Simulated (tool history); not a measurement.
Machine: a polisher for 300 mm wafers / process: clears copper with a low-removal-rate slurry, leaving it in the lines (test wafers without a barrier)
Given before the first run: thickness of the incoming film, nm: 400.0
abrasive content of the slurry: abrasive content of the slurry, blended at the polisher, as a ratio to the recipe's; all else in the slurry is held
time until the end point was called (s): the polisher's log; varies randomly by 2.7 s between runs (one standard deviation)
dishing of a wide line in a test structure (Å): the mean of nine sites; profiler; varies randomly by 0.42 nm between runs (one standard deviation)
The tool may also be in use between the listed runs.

run  hour  flow of slurry (ml/min)  pressure of the wafer on the pad (psi)  speed of the pad under the wafer (cm/s)  abrasive content of the slurry  overpolish time after the end point (s)  time until the end point was called (s)  dishing of a wide line in a test structure (Å)
  1     0                      205                                     2.8                                       94                               1                                       11                                    209.1                                           174.6
  2   0.8                      205                                     2.8                                       74                               1                                       11                                    262.3                                          139.59
  3   8.6                      205                                     2.8                                       74                               1                                       12                                    263.3                                          152.28
  4  13.4                      205                                     2.8                                       74                               1                                       14                                   261.25                                          180.08
  5  19.9                      205                                     2.8                                       74                               1                                       15                                   264.98                                          186.18
  6  25.2                      205                                     2.8                                       56                               1                                       15                                   339.61                                          150.89
  7  28.8                      205                                       3                                       56                               1                                       15                                   320.71                                          159.56
  8  36.2                      205                                     3.1                                       56                               1                                       15                                   306.68                                          154.32

Run 9, settings as shown, results not yet in. Your forecast:
  9  40.2                      205                                     3.2                                       56                               1                                       16                                        ?                                               ?

time until the end point was called (s): 298.69
dishing of a wide line in a test structure (Å): 175.12
